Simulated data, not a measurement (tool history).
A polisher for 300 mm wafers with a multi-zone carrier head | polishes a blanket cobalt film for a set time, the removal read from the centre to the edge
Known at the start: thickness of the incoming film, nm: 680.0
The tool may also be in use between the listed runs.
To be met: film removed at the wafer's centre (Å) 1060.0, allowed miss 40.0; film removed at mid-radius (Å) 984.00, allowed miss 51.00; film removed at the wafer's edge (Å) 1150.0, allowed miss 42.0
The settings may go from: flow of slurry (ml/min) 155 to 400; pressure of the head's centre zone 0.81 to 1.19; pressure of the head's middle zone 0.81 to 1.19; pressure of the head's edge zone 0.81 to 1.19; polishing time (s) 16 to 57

run	hour	flow of slurry (ml/min)	pressure of the head's centre zone	pressure of the head's middle zone	pressure of the head's edge zone	polishing time (s)	film removed at the wafer's centre (Å)	film removed at mid-radius (Å)	film removed at the wafer's edge (Å)
1	0.0	255	1.00	1.00	1.00	36	1535.7	1558.40	1563.1
2	8.1	245	0.98	0.94	0.99	33	1374.8	1317.90	1392.0
3	9.5	235	0.94	0.90	0.98	32	1277.0	1252.20	1351.9
4	11.3	235	0.94	0.90	0.93	32	1287.1	1262.90	1324.3
5	17.4	235	0.94	0.90	0.93	37	1474.7	1431.70	1510.5
6	24.2	235	0.94	0.90	0.99	37	1460.6	1443.30	1545.2
7	26.1	230	0.93	0.87	0.99	34	1326.0	1287.70	1456.7
8	28.1	225	0.93	0.85	0.97	31	1213.0	1168.50	1285.6
9	33.5	225	0.93	0.84	0.99	29	1133.0	1072.20	1206.7

Which of these 5 next moves meets every target?
A	38.9	310	0.87	0.91	1.03	29	?	?	?
B	38.9	180	1.07	0.84	0.95	28	?	?	?
C	38.9	180	1.09	0.81	0.88	29	?	?	?
D	38.9	225	0.93	0.83	0.99	27	?	?	?
E	38.9	190	0.89	0.95	1.00	29	?	?	?

move	film removed at the wafer's centre (Å)	film removed at mid-radius (Å)	film removed at the wafer's edge (Å)
A	1117.5	1154.70	1255.8
B	1235.0	977.75	1117.4
C	1302.9	983.82	1123.8
D	1070.2	964.04	1121.3
E	1072.9	1128.50	1186.9
A: further off than the last run
B: further off than the last run
C: further off than the last run
D: meets every target
E: brings the result that was furthest off to its target, and leaves another outside
Move D is the one to make.
